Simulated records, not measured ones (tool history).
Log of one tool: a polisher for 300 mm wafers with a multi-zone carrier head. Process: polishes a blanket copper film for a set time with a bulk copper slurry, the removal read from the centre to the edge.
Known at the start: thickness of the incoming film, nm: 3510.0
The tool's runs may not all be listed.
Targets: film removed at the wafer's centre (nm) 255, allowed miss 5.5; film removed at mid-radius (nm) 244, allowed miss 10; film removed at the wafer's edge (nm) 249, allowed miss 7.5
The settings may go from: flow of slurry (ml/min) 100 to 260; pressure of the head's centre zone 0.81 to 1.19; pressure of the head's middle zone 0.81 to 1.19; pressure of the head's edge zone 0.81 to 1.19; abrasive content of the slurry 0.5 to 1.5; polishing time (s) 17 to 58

run	day	flow of slurry (ml/min)	pressure of the head's centre zone	pressure of the head's middle zone	pressure of the head's edge zone	abrasive content of the slurry	polishing time (s)	film removed at the wafer's centre (nm)	film removed at mid-radius (nm)	film removed at the wafer's edge (nm)
1	0	165	1	1	1	1	37	345.65	346.69	366.12
2	0.279	165	1	1	1.05	1	37	348.81	351.27	369.2
3	0.558	170	1.01	1	1.02	0.85	34	316.29	305.54	316.01
4	0.779	165	0.99	0.99	0.99	0.75	34	295.12	293.67	306.28
5	1.112	165	0.99	1.03	0.99	0.75	34	293.72	310.79	302.81
6	1.133	165	0.99	1.03	1.03	0.75	34	294	306.27	310.8
7	1.438	120	0.98	0.93	0.93	0.5	33	233.3	225.06	246.42
8	1.654	130	0.99	0.94	0.91	0.5	33	242.86	236.36	246.79
9	1.925	135	0.99	0.94	0.91	0.5	33	244.12	240.44	246.99
10	2.108	140	0.99	0.93	0.91	0.5	33	249.67	243.71	254.23

5 next moves are on the table. One of them brings every result within its allowed miss. Which?
A	2.292	140	1	0.91	0.93	0.5	34	?	?	?
B	2.292	160	0.96	0.97	0.95	0.5	32	?	?	?
C	2.292	165	1	1.01	0.97	0.5	31	?	?	?
D	2.292	130	0.92	0.9	0.83	0.55	35	?	?	?
E	2.292	125	1.02	0.96	0.88	0.5	34	?	?	?

move	film removed at the wafer's centre (nm)	film removed at mid-radius (nm)	film removed at the wafer's edge (nm)
A	257.8	239.55	262.29
B	240.65	243.88	254.4
C	244.63	245.28	249.87
D	244.96	246.23	259.46
E	254.75	242.66	250.46
A: brings the result that was furthest off to its target, and leaves another outside
B: further off than the last run
C: further off than the last run
D: further off than the last run
E: meets every target
Move E is the one to make.
